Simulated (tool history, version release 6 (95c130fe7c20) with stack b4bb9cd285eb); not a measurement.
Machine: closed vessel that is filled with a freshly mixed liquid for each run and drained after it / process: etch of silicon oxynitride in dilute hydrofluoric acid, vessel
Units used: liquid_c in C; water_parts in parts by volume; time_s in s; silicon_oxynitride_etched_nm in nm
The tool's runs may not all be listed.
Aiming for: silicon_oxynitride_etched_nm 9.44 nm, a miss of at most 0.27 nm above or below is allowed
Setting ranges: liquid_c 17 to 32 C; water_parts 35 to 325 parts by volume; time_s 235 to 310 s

Run 1, hour 0: liquid_c 24 C, water_parts 180 parts by volume, time_s 310 s. Result: silicon_oxynitride_etched_nm 4.8901 nm.
Run 2, hour 4.8: liquid_c 25 C, water_parts 170 parts by volume, time_s 310 s. Result: silicon_oxynitride_etched_nm 5.428 nm.
Run 3, hour 6.9: liquid_c 25 C, water_parts 205 parts by volume, time_s 310 s. Result: silicon_oxynitride_etched_nm 4.4283 nm.
Run 4, hour 13.4: liquid_c 26 C, water_parts 195 parts by volume, time_s 310 s. Result: silicon_oxynitride_etched_nm 4.9396 nm.
Run 5, hour 16.9: liquid_c 26 C, water_parts 195 parts by volume, time_s 310 s. Result: silicon_oxynitride_etched_nm 4.9186 nm.
Run 6, hour 24.9: liquid_c 27 C, water_parts 185 parts by volume, time_s 310 s. Result: silicon_oxynitride_etched_nm 5.4133 nm.
Run 7, hour 33.9: liquid_c 27.5 C, water_parts 175 parts by volume, time_s 310 s. Result: silicon_oxynitride_etched_nm 5.9126 nm.
Run 8, hour 39.5: liquid_c 28 C, water_parts 170 parts by volume, time_s 310 s. Result: silicon_oxynitride_etched_nm 6.1778 nm.
Run 9, hour 46.5: liquid_c 28.5 C, water_parts 165 parts by volume, time_s 310 s. Result: silicon_oxynitride_etched_nm 6.6303 nm.
Run 10, hour 53.2: liquid_c 29 C, water_parts 160 parts by volume, time_s 310 s. Result: silicon_oxynitride_etched_nm 6.9775 nm.
At hour 55.8: thermometer replaced.
Run 11, hour 55.8: liquid_c 29.5 C, water_parts 155 parts by volume, time_s 310 s. Result: silicon_oxynitride_etched_nm 8.2109 nm.
Run 12, hour 63.5: liquid_c 30 C, water_parts 155 parts by volume, time_s 310 s. Result: silicon_oxynitride_etched_nm 8.4874 nm.
Run 13, hour 67: liquid_c 31 C, water_parts 155 parts by volume, time_s 310 s. Result: silicon_oxynitride_etched_nm 8.6824 nm.
Run 14, hour 70.6: liquid_c 31.5 C, water_parts 155 parts by volume, time_s 310 s. Result: silicon_oxynitride_etched_nm 8.9621 nm.

Of the 4 settings listed for the next run, only one would bring every result within its allowed miss of target. Which one?
Run A, hour 74.2: liquid_c 31 C, water_parts 125 parts by volume, time_s 280 s. Result: silicon_oxynitride_etched_nm ?.
Run B, hour 74.2: liquid_c 30.5 C, water_parts 135 parts by volume, time_s 290 s. Result: silicon_oxynitride_etched_nm ?.
Run C, hour 74.2: liquid_c 32 C, water_parts 155 parts by volume, time_s 295 s. Result: silicon_oxynitride_etched_nm ?.
Run D, hour 74.2: liquid_c 30.5 C, water_parts 140 parts by volume, time_s 285 s. Result: silicon_oxynitride_etched_nm ?.

move  silicon_oxynitride_etched_nm
   A                        10.242
   B                        9.5146
   C                         8.812
   D                        8.9722
A: takes the biggest miss from the last run beyond its target
B: meets every target
C: moves away from the targets compared with the last run
D: no better and no worse than the last run
Correct choice: B, which meets every target
